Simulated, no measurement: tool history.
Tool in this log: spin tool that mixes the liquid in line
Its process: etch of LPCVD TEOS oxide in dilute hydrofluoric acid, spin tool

| run | hour | temperature setpoint of the liquid (C) | parts of water to one part of 49 % hydrofluoric acid (parts by volume) | time under the liquid (s) | thickness taken off the LPCVD TEOS oxide on a monitor wafer (Å) |
|---|---|---|---|---|---|
| 1 | 0.0 | 21.0 | 165 | 275 | 723.87 |
| 2 | 6.0 | 23.5 | 155 | 275 | 873.19 |
| 3 | 10.5 | 27.0 | 155 | 275 | 1002.60 |
| 4 | 15.0 | 27.5 | 150 | 275 | 1033.40 |
| 5 | 19.9 | 27.5 | 190 | 275 | 776.86 |
| 6 | 26.9 | 27.5 | 190 | 290 | 827.62 |
| 7 | 27.6 | 28.0 | 175 | 290 | 932.22 |

Run 8 comes next. What will it give?
| 8 | 28.5 | 28.5 | 165 | 290 | ? |

thickness taken off the LPCVD TEOS oxide on a monitor wafer (Å): 1021.10
